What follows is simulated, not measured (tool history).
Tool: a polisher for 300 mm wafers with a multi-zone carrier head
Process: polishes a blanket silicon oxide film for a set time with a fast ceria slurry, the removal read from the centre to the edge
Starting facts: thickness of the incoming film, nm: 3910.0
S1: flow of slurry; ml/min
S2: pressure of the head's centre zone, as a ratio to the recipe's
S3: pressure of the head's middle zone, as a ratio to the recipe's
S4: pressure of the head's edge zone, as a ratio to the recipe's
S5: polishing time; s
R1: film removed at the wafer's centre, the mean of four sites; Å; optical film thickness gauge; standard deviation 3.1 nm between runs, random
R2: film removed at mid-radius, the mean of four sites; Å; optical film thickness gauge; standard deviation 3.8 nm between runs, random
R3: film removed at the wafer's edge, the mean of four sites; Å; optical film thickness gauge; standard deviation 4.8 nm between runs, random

Run 1, hour 0: S1 140 ml/min, S2 1, S3 1, S4 1, S5 36 s. Result: R1 6020.4 Å, R2 5857.7 Å, R3 5872.7 Å.
Run 2, hour 8.2: S1 140 ml/min, S2 1, S3 1, S4 0.97, S5 36 s. Result: R1 5994.4 Å, R2 6004.6 Å, R3 5879 Å.
Run 3, hour 9.1: S1 140 ml/min, S2 1, S3 1.07, S4 0.97, S5 36 s. Result: R1 6045.9 Å, R2 6331.3 Å, R3 5867.2 Å.
Run 4, hour 13.1: S1 130 ml/min, S2 0.97, S3 1.03, S4 0.96, S5 36 s. Result: R1 5686.9 Å, R2 6073.2 Å, R3 5823.8 Å.
Run 5, hour 14.8: S1 130 ml/min, S2 0.97, S3 0.97, S4 0.96, S5 36 s. Result: R1 5663.7 Å, R2 5774.1 Å, R3 5845.4 Å.
Run 6, hour 15.7: S1 130 ml/min, S2 0.97, S3 0.89, S4 0.96, S5 36 s. Result: R1 5713 Å, R2 5410.1 Å, R3 5791.7 Å.
Run 7, hour 19.8: S1 120 ml/min, S2 0.95, S3 0.89, S4 0.93, S5 36 s. Result: R1 5426.2 Å, R2 5345 Å, R3 5687.6 Å.

Predict the results of run 8:
Run 8, hour 25.8: S1 115 ml/min, S2 0.94, S3 0.89, S4 0.9, S5 36 s. Result: R1 ?, R2 ?, R3 ?.

{"run 8": {"R1": 5342.3, "R2": 5312.1, "R3": 5470.5}}

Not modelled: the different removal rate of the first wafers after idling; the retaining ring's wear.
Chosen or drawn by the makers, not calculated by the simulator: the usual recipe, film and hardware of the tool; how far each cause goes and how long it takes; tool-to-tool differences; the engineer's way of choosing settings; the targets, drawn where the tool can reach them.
